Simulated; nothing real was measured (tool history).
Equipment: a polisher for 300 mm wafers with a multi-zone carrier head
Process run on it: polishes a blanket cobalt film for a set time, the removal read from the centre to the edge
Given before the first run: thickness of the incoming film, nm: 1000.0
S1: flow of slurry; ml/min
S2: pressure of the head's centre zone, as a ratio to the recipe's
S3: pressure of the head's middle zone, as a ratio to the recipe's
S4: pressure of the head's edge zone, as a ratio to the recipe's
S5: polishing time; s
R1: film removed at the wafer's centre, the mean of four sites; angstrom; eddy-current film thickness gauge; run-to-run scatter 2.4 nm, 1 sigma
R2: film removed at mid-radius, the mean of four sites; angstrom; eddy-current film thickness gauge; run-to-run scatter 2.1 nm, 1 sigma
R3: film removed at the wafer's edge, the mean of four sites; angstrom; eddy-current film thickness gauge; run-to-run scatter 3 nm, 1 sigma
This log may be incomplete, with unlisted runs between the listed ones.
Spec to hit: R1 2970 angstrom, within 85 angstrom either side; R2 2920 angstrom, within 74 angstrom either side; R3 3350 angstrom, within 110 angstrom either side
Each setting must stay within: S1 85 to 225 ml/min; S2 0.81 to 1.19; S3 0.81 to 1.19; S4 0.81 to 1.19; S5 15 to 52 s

run 1 hour=0 | S1=145 S2=1 S3=1 S4=1 S5=33 | R1=2204.4 R2=2228.7 R3=2221.9
run 2 hour=8.8 | S1=150 S2=1 S3=0.99 S4=1.03 S5=35 | R1=2364.9 R2=2354.5 R3=2417.9
run 3 hour=14.8 | S1=150 S2=1.07 S3=0.99 S4=1.03 S5=35 | R1=2556.8 R2=2331.4 R3=2419.7
run 4 hour=16.1 | S1=155 S2=1.05 S3=0.99 S4=1.06 S5=36 | R1=2586.9 R2=2403.6 R3=2501.6
run 5 hour=21.5 | S1=155 S2=1.05 S3=0.94 S4=1.06 S5=36 | R1=2583.4 R2=2320.7 R3=2525.7
run 6 hour=26.6 | S1=155 S2=1.03 S3=0.94 S4=1.08 S5=37 | R1=2609.4 R2=2389.5 R3=2648.2
run 7 hour=30.2 | S1=160 S2=1.02 S3=0.94 S4=1.1 S5=38 | R1=2688.6 R2=2482 R3=2726.9
run 8 hour=38.5 | S1=160 S2=1.02 S3=0.94 S4=1.1 S5=38 | R1=2664.8 R2=2455.3 R3=2739.8

Which single option among these 5 for the next run brings every result within its allowed miss of target? Just one does.
run A hour=46.8 | S1=160 S2=0.96 S3=0.94 S4=1.17 S5=45 | R1=? R2=? R3=?
run B hour=46.8 | S1=145 S2=0.96 S3=0.97 S4=1.19 S5=41 | R1=? R2=? R3=?
run C hour=46.8 | S1=160 S2=1.05 S3=0.88 S4=1.07 S5=32 | R1=? R2=? R3=?
run D hour=46.8 | S1=170 S2=0.98 S3=1.11 S4=1.15 S5=44 | R1=? R2=? R3=?
run E hour=46.8 | S1=145 S2=0.88 S3=1.08 S4=1.01 S5=42 | R1=? R2=? R3=?

move=A R1=2979.2 R2=2921.3 R3=3365.8
move=B R1=2667.6 R2=2690.1 R3=3058.2
move=C R1=2317.8 R2=1965.9 R3=2288.7
move=D R1=3008.5 R2=3318.1 R3=3275.9
move=E R1=2505.1 R2=3020.4 R3=2879.5
A: every result within its allowed miss
B: moves toward the targets from the last run without getting all of them in spec
C: the biggest miss grows against the last run
D: takes the biggest miss from the last run beyond its target
E: takes the biggest miss from the last run beyond its target
Move A is the one to make.

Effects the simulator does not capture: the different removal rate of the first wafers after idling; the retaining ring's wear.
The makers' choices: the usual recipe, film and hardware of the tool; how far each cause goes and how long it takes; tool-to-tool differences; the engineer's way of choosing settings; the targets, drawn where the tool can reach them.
